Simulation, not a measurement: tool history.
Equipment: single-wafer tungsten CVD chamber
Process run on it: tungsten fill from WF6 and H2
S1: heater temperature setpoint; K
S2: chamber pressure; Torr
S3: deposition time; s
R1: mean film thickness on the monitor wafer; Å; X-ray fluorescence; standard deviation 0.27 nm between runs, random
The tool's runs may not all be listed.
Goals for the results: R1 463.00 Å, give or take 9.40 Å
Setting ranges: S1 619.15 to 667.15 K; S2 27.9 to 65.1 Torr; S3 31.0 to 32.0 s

run,hour,S1,S2,S3,R1
1,0.0,643.15,46.5,31.0,638.34
2,8.1,643.15,46.5,32.0,667.74
3,9.0,637.15,46.5,32.0,595.77
4,10.1,637.15,46.5,31.0,575.14
5,13.0,645.15,46.5,31.0,674.41
6,18.0,649.15,46.5,31.0,723.05
7,23.1,644.15,46.3,31.0,657.77
8,25.1,640.15,46.1,31.0,609.19
9,29.9,637.15,46.0,31.0,572.86
10,38.1,635.15,45.9,31.0,547.21
11,45.9,633.15,45.8,31.0,534.57
12,47.5,631.15,45.7,31.0,506.61
13,48.0,630.15,45.7,31.0,498.41
14,54.9,629.15,45.7,31.0,490.40
15,57.1,628.15,45.7,31.0,478.58

Below are 4 possible settings for the next run. Only one of them brings all results inside the allowed miss of their targets. Which is it?
A,59.3,629.15,50.5,31.0,?
B,59.3,628.15,46.9,31.0,?
C,59.3,625.15,45.5,31.8,?
D,59.3,622.15,50.3,31.3,?

move,R1
A,509.94
B,486.03
C,464.68
D,447.91
A: lands further from the targets than the last run did
B: lands further from the targets than the last run did
C: every result within its allowed miss
D: carries the result that was furthest off beyond its target, to the other side
Go with C: it meets all targets.
